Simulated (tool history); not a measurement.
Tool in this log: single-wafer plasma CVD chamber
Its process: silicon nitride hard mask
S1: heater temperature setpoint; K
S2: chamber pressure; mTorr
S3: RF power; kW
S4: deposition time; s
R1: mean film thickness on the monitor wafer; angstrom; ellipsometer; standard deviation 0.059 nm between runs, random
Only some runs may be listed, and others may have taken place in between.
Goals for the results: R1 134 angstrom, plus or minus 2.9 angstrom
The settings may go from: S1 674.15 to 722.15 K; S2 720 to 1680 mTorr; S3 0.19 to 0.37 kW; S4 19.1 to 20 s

run	hour	S1	S2	S3	S4	R1
1	0	698.15	1200	0.28	20	203.21
2	5.5	698.15	1200	0.28	20	205.13
3	14.4	698.15	1200	0.28	20	205.77
4	15.3	702.15	1120	0.265	19.9	189.11
5	22.9	702.15	1060	0.255	19.8	175.92
6	23.6	702.15	1060	0.24	19.8	166.3
7	27	702.15	1010	0.235	19.8	159.61
8	30.4	702.15	770	0.2	19.6	111.05
9	36.3	702.15	810	0.2	19.6	116.12
10	38.5	702.15	840	0.2	19.6	120.05
11	46.4	702.15	860	0.2	19.6	122.84
12	50.5	702.15	870	0.2	19.6	123.01
13	51.4	702.15	880	0.2	19.6	123.25
14	52.1	703.15	890	0.2	19.6	125.29
15	54.1	704.15	900	0.2	19.6	125.74
16	56.6	704.15	910	0.2	19.6	127.22

Pick the move, out of 5, that brings all results within their allowed miss; only one does.
A	59.1	702.15	1030	0.2	20	?
B	59.1	703.15	940	0.19	19.1	?
C	59.1	696.15	870	0.205	19.8	?
D	59.1	706.15	850	0.195	19.8	?
E	59.1	701.15	930	0.205	19.9	?

move	R1
A	139.85
B	119.9
C	127.53
D	118.69
E	133.96
A: takes the result that was furthest off past its target
B: lands further from the targets than the last run did
C: about as far from the targets as the last run
D: lands further from the targets than the last run did
E: all results in spec
Move E is the one to make.
